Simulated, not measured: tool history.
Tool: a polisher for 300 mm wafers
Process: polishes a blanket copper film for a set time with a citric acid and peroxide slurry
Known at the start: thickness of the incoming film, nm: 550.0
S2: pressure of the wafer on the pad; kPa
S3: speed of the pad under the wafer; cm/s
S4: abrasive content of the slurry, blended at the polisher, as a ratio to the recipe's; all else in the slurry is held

{"run": 1, "day": 0.0, "flow of slurry (ml/min)": 205, "S2": 19.3, "S3": 104, "S4": 1, "polishing time (s)": 45, "film removed (angstrom)": 1111.3}
{"run": 2, "day": 0.112, "flow of slurry (ml/min)": 205, "S2": 19.3, "S3": 122, "S4": 1, "polishing time (s)": 45, "film removed (angstrom)": 1273.3}
{"run": 3, "day": 0.342, "flow of slurry (ml/min)": 210, "S2": 20, "S3": 122, "S4": 1, "polishing time (s)": 45, "film removed (angstrom)": 1330.6}
{"run": 4, "day": 0.454, "flow of slurry (ml/min)": 215, "S2": 20, "S3": 122, "S4": 1, "polishing time (s)": 45, "film removed (angstrom)": 1321.1}
{"run": 5, "day": 0.617, "flow of slurry (ml/min)": 215, "S2": 20, "S3": 108, "S4": 1, "polishing time (s)": 45, "film removed (angstrom)": 1201.2}
{"run": 6, "day": 0.679, "flow of slurry (ml/min)": 215, "S2": 17.2, "S3": 108, "S4": 1, "polishing time (s)": 45, "film removed (angstrom)": 1031}

Run 7 comes next. What will it give?
{"run": 7, "day": 0.908, "flow of slurry (ml/min)": 215, "S2": 18.6, "S3": 108, "S4": 1, "polishing time (s)": 45, "film removed (angstrom)": "?"}

{"run 7": {"film removed (angstrom)": 1119.5}}
